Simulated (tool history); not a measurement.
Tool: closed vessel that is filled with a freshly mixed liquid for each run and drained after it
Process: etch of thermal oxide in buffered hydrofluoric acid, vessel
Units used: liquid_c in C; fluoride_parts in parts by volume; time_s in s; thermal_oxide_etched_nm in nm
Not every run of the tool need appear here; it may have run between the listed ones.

run,hour,liquid_c,fluoride_parts,time_s,thermal_oxide_etched_nm
1,0,22,11.5,105,101.59
2,2.9,22,11.5,105,101.65
3,7.5,22,11.5,110,106.86
4,10.9,22,11.5,105,101.17
5,15.5,23,11.5,105,107.16
6,21,23.5,11.5,105,110.03

Run 7 has not been measured yet. What should we expect?
7,22.7,24,11.5,105,?

Run 7 measured thermal_oxide_etched_nm 113.9 nm.
